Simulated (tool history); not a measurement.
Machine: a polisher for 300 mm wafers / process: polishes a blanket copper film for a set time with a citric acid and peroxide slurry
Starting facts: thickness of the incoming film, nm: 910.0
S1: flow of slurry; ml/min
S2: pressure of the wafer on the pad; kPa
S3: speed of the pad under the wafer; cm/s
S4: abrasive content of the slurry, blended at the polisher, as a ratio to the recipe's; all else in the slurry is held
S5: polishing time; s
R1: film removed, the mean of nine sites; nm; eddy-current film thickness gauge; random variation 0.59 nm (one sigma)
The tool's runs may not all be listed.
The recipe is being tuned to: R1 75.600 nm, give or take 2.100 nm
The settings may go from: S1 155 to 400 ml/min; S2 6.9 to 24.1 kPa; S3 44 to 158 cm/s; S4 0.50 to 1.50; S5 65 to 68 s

run	hour	S1	S2	S3	S4	S5	R1
1	0.0	255	15.2	100	1.00	65	88.959
2	1.2	255	14.5	100	1.00	65	84.221
3	5.6	255	14.5	126	1.00	65	102.310
4	6.4	255	13.8	126	1.00	65	96.765
5	14.9	255	13.1	126	1.00	65	92.684
6	23.2	255	12.4	126	1.00	65	87.943
7	31.6	255	11.7	126	1.00	65	84.166
8	40.4	250	11.0	126	1.00	65	78.579
9	42.8	245	11.0	126	1.00	65	78.190
10	47.5	240	11.0	126	1.00	65	78.879
11	50.4	235	11.0	126	1.00	65	78.499
12	54.9	230	11.0	126	1.00	65	77.712

Below are 5 possible settings for the next run. Only one of them brings all results inside the allowed miss of their targets. Which is it?
A	59.4	155	11.0	130	1.10	67	?
B	59.4	170	12.4	106	1.10	65	?
C	59.4	210	9.7	132	0.95	65	?
D	59.4	265	11.0	110	0.80	68	?
E	59.4	170	11.0	130	1.00	66	?

move	R1
A	82.798
B	76.633
C	69.878
D	68.781
E	79.744
A: misses by more than the last run did
B: every result within its allowed miss
C: takes the result that was furthest off past its target
D: takes the result that was furthest off past its target
E: misses by more than the last run did
Answer: B
